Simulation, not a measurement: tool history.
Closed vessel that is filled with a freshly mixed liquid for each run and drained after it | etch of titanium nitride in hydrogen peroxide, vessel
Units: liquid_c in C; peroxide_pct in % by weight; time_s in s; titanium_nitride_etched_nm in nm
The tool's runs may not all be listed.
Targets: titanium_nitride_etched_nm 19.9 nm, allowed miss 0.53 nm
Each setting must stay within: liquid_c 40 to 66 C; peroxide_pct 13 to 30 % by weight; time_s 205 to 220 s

run	hour	liquid_c	peroxide_pct	time_s	titanium_nitride_etched_nm
1	0	56	24	205	10.1
2	7.7	53.5	24	205	8.4861
3	13.6	55.5	24	205	9.6348
4	15.8	57	24	205	10.761
5	21.3	61	24	205	14.226
6	29.3	55.5	24	205	9.6673
7	30.2	57	24	205	10.732
8	37.7	58.5	24	205	11.931
9	45.1	59.5	24	205	12.773

Of the 5 settings listed for the next run, only one would bring every result within its allowed miss of target. Which one?
A	52.5	54	25	205	?
B	52.5	56	21.5	205	?
C	52.5	63.5	24	205	?
D	52.5	65.5	20	220	?
E	52.5	51.5	22	205	?

move	titanium_nitride_etched_nm
A	8.763
B	9.7566
C	16.648
D	19.607
E	7.1367
A: further off than the last run
B: further off than the last run
C: moves toward the targets from the last run without getting all of them in spec
D: hits every target within its allowed miss
E: further off than the last run
D is the move that brings every result within its allowed miss.
